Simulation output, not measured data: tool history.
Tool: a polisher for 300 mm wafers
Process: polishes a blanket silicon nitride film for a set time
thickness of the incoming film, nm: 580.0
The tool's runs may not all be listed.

run  hour  flow of slurry (ml/min)  pressure of the wafer on the pad (psi)  speed of the pad under the wafer (cm/s)  polishing time (s)  film removed (angstrom)
  1   0.0                      180                                     4.5                                       82                  51                   949.28
  2   6.9                      180                                     4.5                                       62                  51                   810.13
  3   8.7                      180                                     4.1                                       62                  51                   739.41
  4  14.5                      190                                     4.5                                       62                  51                   824.53
  5  20.3                      190                                     3.9                                       62                  51                   716.07
  6  24.6                      170                                     3.9                                       62                  51                   705.54
  7  30.9                      170                                     3.9                                       62                  51                   704.71
  8  37.8                      185                                     4.3                                       62                  51                   784.61
  9  42.0                      200                                     4.6                                       62                  51                   847.56
 10  46.3                      210                                     4.8                                       62                  51                   897.25
 11  50.6                      210                                     4.8                                       62                  51                   903.62
 12  52.5                      220                                     4.9                                       62                  51                   917.91

Run 13 comes next. What will it give?
 13  59.3                      225                                     5.1                                       62                  51                        ?

{"run 13": {"film removed (angstrom)": 964.22}}
